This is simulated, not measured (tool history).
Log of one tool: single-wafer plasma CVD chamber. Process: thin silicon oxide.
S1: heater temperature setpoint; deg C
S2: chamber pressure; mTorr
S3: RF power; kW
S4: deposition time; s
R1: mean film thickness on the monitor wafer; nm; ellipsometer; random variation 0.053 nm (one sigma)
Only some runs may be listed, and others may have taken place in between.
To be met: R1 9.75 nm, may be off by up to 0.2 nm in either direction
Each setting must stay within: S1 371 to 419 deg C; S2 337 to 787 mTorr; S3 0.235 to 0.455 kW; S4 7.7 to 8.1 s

run	day	S1	S2	S3	S4	R1
1	0	395	562	0.345	8.1	11.064
2	0.242	395	546	0.345	8.1	10.83
3	0.367	395	546	0.345	8.1	10.66
4	0.729	395	535	0.345	8.1	10.495
5	1.017	395	455	0.345	8.1	9.1273
6	1.121	395	464	0.345	8.1	9.2899
7	1.354	395	471	0.345	8.1	9.3725
8	1.592	395	476	0.345	8.1	9.4587
9	1.867	395	480	0.345	8.1	9.5389

Exercise: of the 5 proposed moves below, exactly one satisfies all targets within the stated allowed misses. Which move is it?
A	2.142	395	509	0.37	8.1	?
B	2.142	394	467	0.345	8.1	?
C	2.142	385	524	0.3	7.7	?
D	2.142	393	478	0.39	8	?
E	2.142	398	505	0.365	8.1	?

move	R1
A	10.292
B	9.2726
C	9.4421
D	9.7428
E	10.153
A: carries the result that was furthest off beyond its target, to the other side
B: its largest miss is bigger than the last run's
C: its largest miss is bigger than the last run's
D: each result inside its tolerance
E: carries the result that was furthest off beyond its target, to the other side
The move that meets every target is D.

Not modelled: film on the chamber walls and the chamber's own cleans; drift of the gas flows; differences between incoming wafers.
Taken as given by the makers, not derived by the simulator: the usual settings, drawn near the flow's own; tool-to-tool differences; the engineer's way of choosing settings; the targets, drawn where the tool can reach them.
